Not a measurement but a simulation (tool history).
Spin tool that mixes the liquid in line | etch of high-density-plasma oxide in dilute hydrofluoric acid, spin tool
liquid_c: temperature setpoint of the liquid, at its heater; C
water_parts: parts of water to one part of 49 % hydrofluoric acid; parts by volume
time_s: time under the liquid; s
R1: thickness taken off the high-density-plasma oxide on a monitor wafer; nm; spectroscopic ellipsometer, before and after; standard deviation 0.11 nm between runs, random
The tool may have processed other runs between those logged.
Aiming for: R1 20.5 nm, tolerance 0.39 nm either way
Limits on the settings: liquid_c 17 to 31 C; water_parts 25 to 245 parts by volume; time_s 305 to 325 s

{"run": 1, "hour": 0.0, "liquid_c": 23, "water_parts": 135, "time_s": 305, "R1": 11.065}
{"run": 2, "hour": 0.8, "liquid_c": 23, "water_parts": 110, "time_s": 305, "R1": 13.674}
{"run": 3, "hour": 3.2, "liquid_c": 21.5, "water_parts": 110, "time_s": 305, "R1": 12.91}
{"run": 4, "hour": 9.9, "liquid_c": 21.5, "water_parts": 110, "time_s": 305, "R1": 12.915}
{"run": 5, "hour": 11.7, "liquid_c": 21.5, "water_parts": 110, "time_s": 325, "R1": 13.842}
{"run": 6, "hour": 18.7, "liquid_c": 21.5, "water_parts": 110, "time_s": 305, "R1": 12.929}
{"run": 7, "hour": 22.4, "liquid_c": 25.5, "water_parts": 95, "time_s": 305, "R1": 17.887}
{"run": 8, "hour": 31.0, "liquid_c": 26.5, "water_parts": 95, "time_s": 305, "R1": 18.565}
{"run": 9, "hour": 36.2, "liquid_c": 27, "water_parts": 95, "time_s": 305, "R1": 18.964}
{"run": 10, "hour": 39.6, "liquid_c": 27.5, "water_parts": 95, "time_s": 305, "R1": 19.314}
{"run": 11, "hour": 42.0, "liquid_c": 28, "water_parts": 95, "time_s": 305, "R1": 19.849}

Exactly one of the 5 candidate moves below puts every result within its allowed miss. Which one?
{"run": "A", "hour": 44.4, "liquid_c": 25.5, "water_parts": 85, "time_s": 320, "R1": "?"}
{"run": "B", "hour": 44.4, "liquid_c": 27, "water_parts": 85, "time_s": 305, "R1": "?"}
{"run": "C", "hour": 44.4, "liquid_c": 31, "water_parts": 105, "time_s": 325, "R1": "?"}
{"run": "D", "hour": 44.4, "liquid_c": 30.5, "water_parts": 100, "time_s": 305, "R1": "?"}
{"run": "E", "hour": 44.4, "liquid_c": 28.5, "water_parts": 90, "time_s": 310, "R1": "?"}

move=A R1=21.443
move=B R1=21.679
move=C R1=21.172
move=D R1=20.626
move=E R1=21.902
A: pushes the last run's worst result past its target
B: pushes the last run's worst result past its target
C: pushes the last run's worst result past its target
D: all results in spec
E: pushes the last run's worst result past its target
The right move is D.
